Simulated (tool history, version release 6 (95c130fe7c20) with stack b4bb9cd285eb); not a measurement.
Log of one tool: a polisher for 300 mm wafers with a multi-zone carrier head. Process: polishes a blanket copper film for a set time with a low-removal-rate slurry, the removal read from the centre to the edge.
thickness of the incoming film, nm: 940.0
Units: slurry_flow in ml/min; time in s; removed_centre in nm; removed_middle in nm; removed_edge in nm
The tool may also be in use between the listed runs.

run  hour  slurry_flow  centre_zone  middle_zone  edge_zone  slurry_solids  time  removed_centre  removed_middle  removed_edge
  1   0.0          290         1.00         1.00       1.00           1.00    66          189.49          192.21        192.80
  2   3.8          290         1.00         1.00       1.00           1.00    54          154.89          157.86        153.26
  3   9.7          290         1.00         1.00       1.00           1.00    39          111.28          113.36        112.50
  4  13.7          295         0.99         1.03       1.02           1.00    39          109.56          116.04        113.69
  5  19.4          300         0.98         1.05       1.03           1.05    39          107.12          118.54        115.24
  6  24.1          305         0.98         1.07       1.03           1.10    39          111.31          120.47        115.50
  7  30.3          305         0.97         1.09       1.03           1.15    39          109.91          123.14        117.78
  8  32.7          305         0.96         1.11       1.03           1.20    39          112.31          128.14        119.55

Run 9 comes next. What will it give?
  9  34.3          305         0.95         1.12       1.03           1.20    39               ?               ?             ?

{"run 9": {"removed_centre": 113.26, "removed_middle": 127.02, "removed_edge": 120.3}}
